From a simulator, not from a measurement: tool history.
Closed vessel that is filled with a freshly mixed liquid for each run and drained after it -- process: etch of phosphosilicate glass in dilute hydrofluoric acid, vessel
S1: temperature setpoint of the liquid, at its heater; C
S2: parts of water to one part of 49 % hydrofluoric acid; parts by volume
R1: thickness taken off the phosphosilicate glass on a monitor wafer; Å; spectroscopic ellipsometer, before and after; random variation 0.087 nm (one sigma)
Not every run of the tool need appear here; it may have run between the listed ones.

Run 1, day 0.000: S1 25.0 C, S2 175 parts by volume, time in the liquid (s) 105. Result: R1 316.92 Å.
Run 2, day 0.050: S1 24.0 C, S2 175 parts by volume, time in the liquid (s) 105. Result: R1 304.28 Å.
Run 3, day 0.242: S1 23.5 C, S2 175 parts by volume, time in the liquid (s) 105. Result: R1 299.61 Å.
Run 4, day 0.483: S1 23.0 C, S2 175 parts by volume, time in the liquid (s) 105. Result: R1 291.78 Å.
Run 5, day 0.567: S1 23.0 C, S2 175 parts by volume, time in the liquid (s) 115. Result: R1 320.86 Å.
Run 6, day 0.692: S1 22.5 C, S2 175 parts by volume, time in the liquid (s) 115. Result: R1 314.91 Å.

Estimate the outcome of run 7 from the log above:
Run 7, day 0.929: S1 22.0 C, S2 175 parts by volume, time in the liquid (s) 115. Result: R1 ?.

{"run 7": {"R1": 310.33}}

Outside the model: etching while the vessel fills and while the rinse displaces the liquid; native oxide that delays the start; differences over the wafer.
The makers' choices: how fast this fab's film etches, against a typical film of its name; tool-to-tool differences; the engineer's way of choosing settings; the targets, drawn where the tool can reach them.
